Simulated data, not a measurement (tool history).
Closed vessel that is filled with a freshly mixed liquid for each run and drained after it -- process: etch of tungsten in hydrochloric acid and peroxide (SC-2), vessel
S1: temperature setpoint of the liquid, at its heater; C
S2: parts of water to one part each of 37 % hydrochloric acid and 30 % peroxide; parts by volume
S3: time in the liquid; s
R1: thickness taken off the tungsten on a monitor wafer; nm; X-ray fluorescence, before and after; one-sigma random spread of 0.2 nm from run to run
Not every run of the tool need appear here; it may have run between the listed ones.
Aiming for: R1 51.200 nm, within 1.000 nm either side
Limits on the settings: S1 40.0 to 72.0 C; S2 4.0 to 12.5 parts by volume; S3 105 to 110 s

run,day,S1,S2,S3,R1
1,0.000,56.0,7.0,105,73.290
2,0.317,54.5,7.0,105,65.567
3,0.504,58.5,7.0,105,85.304
4,0.662,58.5,5.5,105,101.690
5,0.725,58.5,8.0,105,76.397
6,0.833,55.5,8.0,105,63.322
7,1.088,54.5,8.0,105,59.872
8,1.217,51.5,8.0,105,49.109

Which single option among these 5 for the next run brings every result within its allowed miss of target? Just one does.
A,1.346,52.0,7.5,105,?
B,1.346,53.5,9.5,110,?
C,1.346,49.5,6.0,105,?
D,1.346,47.5,5.5,110,?
E,1.346,53.0,8.0,105,?

move,R1
A,53.233
B,50.776
C,53.644
D,52.473
E,53.965
A: carries the result that was furthest off beyond its target, to the other side
B: every result lands within tolerance
C: carries the result that was furthest off beyond its target, to the other side
D: carries the result that was furthest off beyond its target, to the other side
E: carries the result that was furthest off beyond its target, to the other side
So the answer is move B, the one that meets all the targets.

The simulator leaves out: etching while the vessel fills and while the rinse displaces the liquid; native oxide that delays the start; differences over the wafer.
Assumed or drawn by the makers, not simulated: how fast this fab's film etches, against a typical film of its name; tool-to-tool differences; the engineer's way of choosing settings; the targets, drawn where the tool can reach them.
